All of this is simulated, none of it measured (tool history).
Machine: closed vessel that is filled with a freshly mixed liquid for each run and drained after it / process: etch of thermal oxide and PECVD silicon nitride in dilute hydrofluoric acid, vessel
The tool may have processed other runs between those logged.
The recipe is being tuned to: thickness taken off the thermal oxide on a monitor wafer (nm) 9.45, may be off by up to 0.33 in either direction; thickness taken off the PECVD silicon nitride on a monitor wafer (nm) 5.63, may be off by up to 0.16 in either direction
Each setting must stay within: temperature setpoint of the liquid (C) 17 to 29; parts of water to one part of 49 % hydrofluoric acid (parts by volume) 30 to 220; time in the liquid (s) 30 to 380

| run | hour | temperature setpoint of the liquid (C) | parts of water to one part of 49 % hydrofluoric acid (parts by volume) | time in the liquid (s) | thickness taken off the thermal oxide on a monitor wafer (nm) | thickness taken off the PECVD silicon nitride on a monitor wafer (nm) |
|---|---|---|---|---|---|---|
| 1 | 0 | 21 | 125 | 195 | 6.1281 | 4.37 |
| 2 | 7.1 | 21 | 95 | 195 | 8.359 | 5.7028 |
| 3 | 15.6 | 21 | 95 | 145 | 6.2264 | 4.2434 |
| 4 | 22.9 | 21 | 85 | 140 | 6.9163 | 4.6114 |
| 5 | 24 | 21 | 85 | 170 | 8.3343 | 5.5614 |
| 6 | 27.9 | 22 | 85 | 170 | 8.4983 | 5.9147 |
| 7 | 32.1 | 21.5 | 80 | 170 | 8.9294 | 6.0273 |
| 8 | 34.8 | 21 | 75 | 170 | 9.5384 | 6.2358 |
| 9 | 35.9 | 20.5 | 75 | 170 | 9.2932 | 6.059 |
| 10 | 37.9 | 17.5 | 55 | 160 | 10.76 | 6.2546 |
| 11 | 40.1 | 17.5 | 60 | 160 | 9.7868 | 5.7432 |

Below are 5 possible settings for the next run. Only one of them brings all results inside the allowed miss of their targets. Which is it?
| A | 42.3 | 17 | 85 | 245 | ? | ? |
| B | 42.3 | 18 | 65 | 165 | ? | ? |
| C | 42.3 | 17 | 60 | 175 | ? | ? |
| D | 42.3 | 20.5 | 95 | 215 | ? | ? |
| E | 42.3 | 17 | 55 | 155 | ? | ? |

| move | thickness taken off the thermal oxide on a monitor wafer (nm) | thickness taken off the PECVD silicon nitride on a monitor wafer (nm) |
|---|---|---|
| A | 10.034 | 6.0087 |
| B | 9.4254 | 5.6316 |
| C | 10.432 | 6.0162 |
| D | 9.0195 | 6.0254 |
| E | 10.136 | 5.7975 |
A: further off than the last run
B: hits every target within its allowed miss
C: further off than the last run
D: takes the result that was furthest off past its target
E: further off than the last run
B meets every target.

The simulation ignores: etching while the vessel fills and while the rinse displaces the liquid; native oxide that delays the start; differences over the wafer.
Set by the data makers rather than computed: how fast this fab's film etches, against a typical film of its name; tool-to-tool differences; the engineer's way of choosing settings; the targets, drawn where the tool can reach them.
